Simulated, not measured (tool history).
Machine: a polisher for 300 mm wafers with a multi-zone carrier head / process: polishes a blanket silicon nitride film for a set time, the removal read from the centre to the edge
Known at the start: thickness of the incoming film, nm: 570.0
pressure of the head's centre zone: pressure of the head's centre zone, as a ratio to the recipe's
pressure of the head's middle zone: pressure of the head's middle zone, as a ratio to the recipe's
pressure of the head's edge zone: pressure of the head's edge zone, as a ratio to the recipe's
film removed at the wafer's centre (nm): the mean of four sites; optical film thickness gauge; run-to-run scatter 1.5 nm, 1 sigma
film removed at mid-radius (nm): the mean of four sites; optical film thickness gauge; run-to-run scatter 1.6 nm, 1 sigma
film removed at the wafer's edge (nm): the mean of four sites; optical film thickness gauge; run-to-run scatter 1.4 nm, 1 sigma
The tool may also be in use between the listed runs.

run,hour,flow of slurry (ml/min),pressure of the head's centre zone,pressure of the head's middle zone,pressure of the head's edge zone,polishing time (s),film removed at the wafer's centre (nm),film removed at mid-radius (nm),film removed at the wafer's edge (nm)
1,0.0,165,1.00,1.00,1.00,90,198.21,204.15,207.22
2,6.6,160,1.00,1.00,0.97,80,182.37,183.06,186.65
3,13.7,160,1.00,1.00,0.97,100,226.54,225.32,229.99
4,21.7,200,1.00,1.00,0.97,100,228.90,239.05,239.96
5,23.3,180,0.98,1.00,0.94,88,200.64,200.69,203.49
6,25.4,165,0.96,1.02,0.93,78,172.00,183.77,172.92
7,31.9,160,0.94,1.00,0.92,71,149.09,160.48,157.73

Predict the results of run 8:
8,40.9,170,0.99,1.00,0.83,46,?,?,?

Logged for run 8: film removed at the wafer's centre (nm) 103.52, film removed at mid-radius (nm) 105.11, film removed at the wafer's edge (nm) 101.83.
